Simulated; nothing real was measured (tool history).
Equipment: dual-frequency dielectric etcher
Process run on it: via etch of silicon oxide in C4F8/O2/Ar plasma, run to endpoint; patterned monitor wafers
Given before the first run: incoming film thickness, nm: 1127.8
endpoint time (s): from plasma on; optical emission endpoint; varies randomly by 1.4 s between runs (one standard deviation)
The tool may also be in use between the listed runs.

run	day	source power (kW)	bias power (kW)	endpoint time (s)
1	0.000	2.530	1.498	229.28
2	0.083	2.530	1.729	220.31
3	0.225	2.370	1.707	223.90
4	0.246	2.370	1.913	218.04
# day 0.554: source power generator calibrated
5	0.554	2.370	1.710	223.03
6	0.842	2.600	1.710	217.85
7	1.083	2.410	1.675	225.40
8	1.171	2.410	1.675	223.51
9	1.492	2.250	1.612	229.25
10	1.838	2.250	1.612	230.37
11	2.138	2.120	1.572	234.29
12	2.175	2.120	1.572	235.58
13	2.467	2.020	1.550	238.39

Expected results for the next run?
14	2.838	1.940	1.529	?

Run 14 produced endpoint time (s) 243.27.
